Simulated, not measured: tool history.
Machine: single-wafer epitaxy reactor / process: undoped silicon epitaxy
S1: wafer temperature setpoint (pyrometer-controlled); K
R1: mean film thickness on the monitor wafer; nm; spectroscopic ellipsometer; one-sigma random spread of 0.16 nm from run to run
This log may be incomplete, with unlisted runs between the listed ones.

{"run": 1, "hour": 0.0, "S1": 913.15, "deposition time (s)": 189, "R1": 24.499}
{"run": 2, "hour": 7.2, "S1": 915.15, "deposition time (s)": 189, "R1": 25.627}
{"run": 3, "hour": 14.2, "S1": 907.15, "deposition time (s)": 189, "R1": 21.405}
{"run": 4, "hour": 19.0, "S1": 917.15, "deposition time (s)": 189, "R1": 26.892}
{"run": 5, "hour": 23.0, "S1": 913.15, "deposition time (s)": 189, "R1": 24.535}
{"run": 6, "hour": 29.1, "S1": 915.15, "deposition time (s)": 189, "R1": 25.612}

Estimate the outcome of run 7 from the log above:
{"run": 7, "hour": 36.9, "S1": 916.15, "deposition time (s)": 189, "R1": "?"}

{"run 7": {"R1": 26.235}}

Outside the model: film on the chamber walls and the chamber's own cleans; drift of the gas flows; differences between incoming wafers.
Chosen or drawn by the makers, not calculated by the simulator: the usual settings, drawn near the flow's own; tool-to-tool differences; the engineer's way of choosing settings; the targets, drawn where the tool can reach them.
